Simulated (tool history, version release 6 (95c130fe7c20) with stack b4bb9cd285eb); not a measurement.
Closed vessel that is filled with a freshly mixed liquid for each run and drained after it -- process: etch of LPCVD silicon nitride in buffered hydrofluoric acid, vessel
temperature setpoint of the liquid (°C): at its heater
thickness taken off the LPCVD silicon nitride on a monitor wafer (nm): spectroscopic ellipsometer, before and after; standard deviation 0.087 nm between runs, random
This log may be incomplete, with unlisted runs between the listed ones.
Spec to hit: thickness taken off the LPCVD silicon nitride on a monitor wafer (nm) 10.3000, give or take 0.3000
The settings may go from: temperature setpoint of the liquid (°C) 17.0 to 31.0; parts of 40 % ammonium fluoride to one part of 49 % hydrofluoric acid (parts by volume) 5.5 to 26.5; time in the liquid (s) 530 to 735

| run | hour | temperature setpoint of the liquid (°C) | parts of 40 % ammonium fluoride to one part of 49 % hydrofluoric acid (parts by volume) | time in the liquid (s) | thickness taken off the LPCVD silicon nitride on a monitor wafer (nm) |
|---|---|---|---|---|---|
| 1 | 0.0 | 23.0 | 16.0 | 735 | 5.9519 |
| 2 | 3.0 | 20.0 | 16.0 | 735 | 5.0271 |
| 3 | 8.0 | 22.0 | 16.0 | 735 | 5.5894 |
| 4 | 9.1 | 24.0 | 15.5 | 735 | 6.3882 |
| 5 | 14.7 | 24.0 | 15.5 | 735 | 6.3801 |
| 6 | 22.9 | 24.0 | 12.0 | 735 | 8.2614 |
| 7 | 30.5 | 25.0 | 12.0 | 735 | 8.7185 |
| 8 | 34.9 | 25.5 | 12.0 | 735 | 8.9725 |

4 next moves are on the table. One of them brings every result within its allowed miss. Which?
| A | 39.3 | 25.5 | 10.0 | 570 | ? |
| B | 39.3 | 25.5 | 14.0 | 735 | ? |
| C | 39.3 | 24.5 | 9.5 | 715 | ? |
| D | 39.3 | 26.5 | 10.0 | 705 | ? |

| move | thickness taken off the LPCVD silicon nitride on a monitor wafer (nm) |
|---|---|
| A | 8.1639 |
| B | 7.5792 |
| C | 10.0190 |
| D | 10.6560 |
A: the biggest miss grows against the last run
B: the biggest miss grows against the last run
C: every result lands within tolerance
D: carries the result that was furthest off beyond its target, to the other side
C is the move that brings every result within its allowed miss.
